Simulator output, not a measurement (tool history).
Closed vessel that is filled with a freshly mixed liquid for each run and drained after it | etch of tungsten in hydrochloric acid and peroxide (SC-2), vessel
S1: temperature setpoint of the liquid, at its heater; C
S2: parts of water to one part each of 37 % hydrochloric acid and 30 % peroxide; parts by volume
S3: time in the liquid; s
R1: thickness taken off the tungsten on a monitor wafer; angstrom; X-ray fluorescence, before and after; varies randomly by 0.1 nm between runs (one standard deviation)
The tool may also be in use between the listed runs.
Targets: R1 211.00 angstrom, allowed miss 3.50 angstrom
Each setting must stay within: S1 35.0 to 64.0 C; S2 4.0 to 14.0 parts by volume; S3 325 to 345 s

{"run": 1, "hour": 0.0, "S1": 48.0, "S2": 7.5, "S3": 325, "R1": 868.78}
{"run": 2, "hour": 1.6, "S1": 46.0, "S2": 8.5, "S3": 325, "R1": 685.95}
{"run": 3, "hour": 6.9, "S1": 44.0, "S2": 9.0, "S3": 325, "R1": 568.79}
{"run": 4, "hour": 15.6, "S1": 41.0, "S2": 9.0, "S3": 325, "R1": 464.96}
{"run": 5, "hour": 22.8, "S1": 45.0, "S2": 9.0, "S3": 325, "R1": 607.29}
{"run": 6, "hour": 28.4, "S1": 43.5, "S2": 9.5, "S3": 325, "R1": 526.85}
{"run": 7, "hour": 36.5, "S1": 42.0, "S2": 10.0, "S3": 325, "R1": 453.17}
{"run": 8, "hour": 42.3, "S1": 41.0, "S2": 10.5, "S3": 325, "R1": 405.34}
{"run": 9, "hour": 43.2, "S1": 40.0, "S2": 11.0, "S3": 325, "R1": 365.33}
{"run": 10, "hour": 51.3, "S1": 39.0, "S2": 11.5, "S3": 325, "R1": 327.85}
{"hour": 54.4, "done": "thermometer replaced"}
{"run": 11, "hour": 54.4, "S1": 38.5, "S2": 12.0, "S3": 325, "R1": 283.1}
{"run": 12, "hour": 62.5, "S1": 38.0, "S2": 12.0, "S3": 325, "R1": 270.9}
{"run": 13, "hour": 71.4, "S1": 38.0, "S2": 12.0, "S3": 325, "R1": 271.01}
{"run": 14, "hour": 79.1, "S1": 37.5, "S2": 12.0, "S3": 325, "R1": 262.27}
{"run": 15, "hour": 80.5, "S1": 37.5, "S2": 12.0, "S3": 325, "R1": 261.84}

Next run, 5 choices. One meets every target within its allowed miss, the rest don't. Which?
{"run": "A", "hour": 81.9, "S1": 37.0, "S2": 14.0, "S3": 325, "R1": "?"}
{"run": "B", "hour": 81.9, "S1": 40.5, "S2": 12.5, "S3": 345, "R1": "?"}
{"run": "C", "hour": 81.9, "S1": 35.0, "S2": 13.5, "S3": 345, "R1": "?"}
{"run": "D", "hour": 81.9, "S1": 41.0, "S2": 13.0, "S3": 345, "R1": "?"}
{"run": "E", "hour": 81.9, "S1": 36.0, "S2": 13.0, "S3": 325, "R1": "?"}

move=A R1=222.71
move=B R1=335.14
move=C R1=210.95
move=D R1=335.62
move=E R1=220.92
A: closes in on the targets versus the last run, not all within tolerance yet
B: lands further from the targets than the last run did
C: meets every target
D: lands further from the targets than the last run did
E: closes in on the targets versus the last run, not all within tolerance yet
C is the move that brings every result within its allowed miss.
